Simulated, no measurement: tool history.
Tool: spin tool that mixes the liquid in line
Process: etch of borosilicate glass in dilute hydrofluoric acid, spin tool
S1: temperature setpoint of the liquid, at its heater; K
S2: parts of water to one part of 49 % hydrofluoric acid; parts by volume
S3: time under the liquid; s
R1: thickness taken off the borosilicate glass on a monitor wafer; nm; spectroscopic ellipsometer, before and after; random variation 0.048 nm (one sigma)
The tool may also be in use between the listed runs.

Run 1, day 0.000: S1 297.15 K, S2 180 parts by volume, S3 15 s. Result: R1 2.9931 nm.
Run 2, day 0.033: S1 299.65 K, S2 150 parts by volume, S3 15 s. Result: R1 4.0350 nm.
Run 3, day 0.142: S1 301.15 K, S2 130 parts by volume, S3 15 s. Result: R1 5.0592 nm.
Run 4, day 0.304: S1 301.15 K, S2 150 parts by volume, S3 15 s. Result: R1 4.2843 nm.
Run 5, day 0.554: S1 302.15 K, S2 130 parts by volume, S3 15 s. Result: R1 5.2472 nm.
Run 6, day 0.675: S1 302.15 K, S2 180 parts by volume, S3 15 s. Result: R1 3.5274 nm.
Run 7, day 0.846: S1 303.15 K, S2 155 parts by volume, S3 15 s. Result: R1 4.4146 nm.
Run 8, day 1.204: S1 303.65 K, S2 135 parts by volume, S3 15 s. Result: R1 5.2833 nm.
Run 9, day 1.329: S1 304.15 K, S2 125 parts by volume, S3 15 s. Result: R1 5.9320 nm.

Forecast run 10:
Run 10, day 1.488: S1 304.65 K, S2 115 parts by volume, S3 15 s. Result: R1 ?.

{"run 10": {"R1": 6.6987}}

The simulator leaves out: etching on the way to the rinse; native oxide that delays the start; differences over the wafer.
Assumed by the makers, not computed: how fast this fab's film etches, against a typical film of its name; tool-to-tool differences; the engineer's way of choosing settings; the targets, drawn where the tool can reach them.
